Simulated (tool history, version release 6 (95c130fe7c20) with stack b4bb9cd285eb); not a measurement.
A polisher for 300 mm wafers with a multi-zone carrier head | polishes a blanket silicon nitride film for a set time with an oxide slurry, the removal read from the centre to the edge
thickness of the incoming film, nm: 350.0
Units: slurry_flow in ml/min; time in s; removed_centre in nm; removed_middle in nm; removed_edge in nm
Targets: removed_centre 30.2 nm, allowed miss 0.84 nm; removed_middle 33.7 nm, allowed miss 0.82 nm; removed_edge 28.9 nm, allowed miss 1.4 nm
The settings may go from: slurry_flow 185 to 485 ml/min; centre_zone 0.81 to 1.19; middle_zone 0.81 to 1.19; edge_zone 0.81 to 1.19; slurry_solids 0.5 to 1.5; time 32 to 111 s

run 1 hour=0 | slurry_flow=310 centre_zone=1 middle_zone=1 edge_zone=1 slurry_solids=1 time=71 | removed_centre=48.272 removed_middle=47.302 removed_edge=47.812
run 2 hour=6.8 | slurry_flow=310 centre_zone=1 middle_zone=1 edge_zone=1 slurry_solids=0.85 time=71 | removed_centre=44.455 removed_middle=43.983 removed_edge=44.981
run 3 hour=10.1 | slurry_flow=310 centre_zone=1 middle_zone=1 edge_zone=1 slurry_solids=0.7 time=71 | removed_centre=40.804 removed_middle=39.998 removed_edge=41.468
run 4 hour=16.1 | slurry_flow=310 centre_zone=1 middle_zone=1 edge_zone=1 slurry_solids=0.6 time=71 | removed_centre=37.484 removed_middle=36.88 removed_edge=36.892
run 5 hour=19.7 | slurry_flow=310 centre_zone=1 middle_zone=1 edge_zone=1 slurry_solids=0.6 time=82 | removed_centre=42.941 removed_middle=42.462 removed_edge=42.466
run 6 hour=24.7 | slurry_flow=310 centre_zone=1.05 middle_zone=1 edge_zone=1 slurry_solids=0.6 time=82 | removed_centre=45.775 removed_middle=42.987 removed_edge=43.081
run 7 hour=32 | slurry_flow=310 centre_zone=1.05 middle_zone=1 edge_zone=1 slurry_solids=0.6 time=82 | removed_centre=44.828 removed_middle=42.537 removed_edge=43.127
run 8 hour=34.9 | slurry_flow=310 centre_zone=1.03 middle_zone=1.01 edge_zone=0.98 slurry_solids=0.6 time=80 | removed_centre=42.792 removed_middle=42.388 removed_edge=41.648
run 9 hour=42.8 | slurry_flow=310 centre_zone=1.03 middle_zone=1.01 edge_zone=0.98 slurry_solids=0.6 time=80 | removed_centre=42.424 removed_middle=42.224 removed_edge=42.071
run 10 hour=46.5 | slurry_flow=310 centre_zone=1.03 middle_zone=1.01 edge_zone=0.98 slurry_solids=0.6 time=80 | removed_centre=43.048 removed_middle=41.958 removed_edge=40.347
run 11 hour=47.3 | slurry_flow=305 centre_zone=1.01 middle_zone=1 edge_zone=0.96 slurry_solids=0.6 time=79 | removed_centre=41.935 removed_middle=40.97 removed_edge=40.896
run 12 hour=50.6 | slurry_flow=315 centre_zone=1.01 middle_zone=1.01 edge_zone=0.95 slurry_solids=0.6 time=77 | removed_centre=40.934 removed_middle=40.668 removed_edge=38.775
run 13 hour=54.4 | slurry_flow=315 centre_zone=1.01 middle_zone=1.01 edge_zone=0.95 slurry_solids=0.6 time=77 | removed_centre=40.906 removed_middle=41.134 removed_edge=39.251
run 14 hour=59.4 | slurry_flow=340 centre_zone=0.93 middle_zone=1.05 edge_zone=0.85 slurry_solids=0.5 time=61 | removed_centre=27.681 removed_middle=30.195 removed_edge=27.339

Which of these 5 next moves meets every target?
run A hour=64.4 | slurry_flow=355 centre_zone=0.91 middle_zone=1.17 edge_zone=0.81 slurry_solids=0.5 time=67 | removed_centre=? removed_middle=? removed_edge=?
run B hour=64.4 | slurry_flow=345 centre_zone=0.91 middle_zone=1 edge_zone=0.87 slurry_solids=0.6 time=60 | removed_centre=? removed_middle=? removed_edge=?
run C hour=64.4 | slurry_flow=340 centre_zone=0.94 middle_zone=1.1 edge_zone=0.83 slurry_solids=0.5 time=66 | removed_centre=? removed_middle=? removed_edge=?
run D hour=64.4 | slurry_flow=320 centre_zone=1 middle_zone=1.09 edge_zone=0.81 slurry_solids=0.6 time=60 | removed_centre=? removed_middle=? removed_edge=?
run E hour=64.4 | slurry_flow=390 centre_zone=0.85 middle_zone=1.17 edge_zone=0.84 slurry_solids=0.65 time=56 | removed_centre=? removed_middle=? removed_edge=?

move=A removed_centre=30.56 removed_middle=36.513 removed_edge=28.919
move=B removed_centre=30.227 removed_middle=31.625 removed_edge=29.599
move=C removed_centre=30.716 removed_middle=33.988 removed_edge=28.728
move=D removed_centre=32.265 removed_middle=33.809 removed_edge=28.554
move=E removed_centre=28.325 removed_middle=35.581 removed_edge=28.559
A: takes the result that was furthest off past its target
B: nearer than the last run, and not there yet
C: meets every target
D: brings the result that was furthest off to its target, and leaves another outside
E: takes the result that was furthest off past its target
Move C is the one to make.
